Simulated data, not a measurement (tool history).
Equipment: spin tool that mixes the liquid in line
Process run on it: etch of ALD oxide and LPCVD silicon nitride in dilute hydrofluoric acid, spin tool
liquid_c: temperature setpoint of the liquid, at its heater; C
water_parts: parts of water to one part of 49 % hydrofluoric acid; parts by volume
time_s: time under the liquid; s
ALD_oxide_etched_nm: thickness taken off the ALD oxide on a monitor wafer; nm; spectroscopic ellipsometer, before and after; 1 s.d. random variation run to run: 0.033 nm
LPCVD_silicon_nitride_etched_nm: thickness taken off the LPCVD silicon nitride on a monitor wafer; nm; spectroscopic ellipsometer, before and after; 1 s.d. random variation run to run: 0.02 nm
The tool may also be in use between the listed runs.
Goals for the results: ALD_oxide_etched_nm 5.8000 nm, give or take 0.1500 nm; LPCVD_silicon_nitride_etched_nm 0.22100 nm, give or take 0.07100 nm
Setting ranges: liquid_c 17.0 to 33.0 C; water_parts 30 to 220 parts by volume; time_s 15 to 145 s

run,hour,liquid_c,water_parts,time_s,ALD_oxide_etched_nm,LPCVD_silicon_nitride_etched_nm
1,0.0,25.0,125,75,9.9408,0.30441
2,6.0,24.0,130,75,9.0657,0.23763
3,14.2,24.0,140,75,8.3840,0.25802
4,17.3,23.5,145,75,7.8354,0.26934
5,22.0,22.5,145,75,7.4938,0.23882
6,24.5,22.5,145,65,6.5187,0.24143
7,28.6,22.0,145,65,6.3797,0.22700
8,34.7,21.5,145,65,6.2127,0.19573
9,39.8,21.5,150,65,6.0356,0.20085

Consider the 5 candidate settings below. Which is the only one whose results all fall within their allowed miss of target?
A,44.9,19.5,145,70,?,?
B,44.9,27.5,200,75,?,?
C,44.9,23.5,160,65,?,?
D,44.9,24.5,160,65,?,?
E,44.9,24.5,180,70,?,?

move,ALD_oxide_etched_nm,LPCVD_silicon_nitride_etched_nm
A,6.2006,0.22108
B,6.1371,0.28821
C,6.0047,0.24261
D,6.2370,0.25871
E,5.8374,0.24789
A: its largest miss is bigger than the last run's
B: its largest miss is bigger than the last run's
C: nearer the targets than the last run, but a result is still out of spec
D: its largest miss is bigger than the last run's
E: every result lands within tolerance
Go with E: it meets all targets.
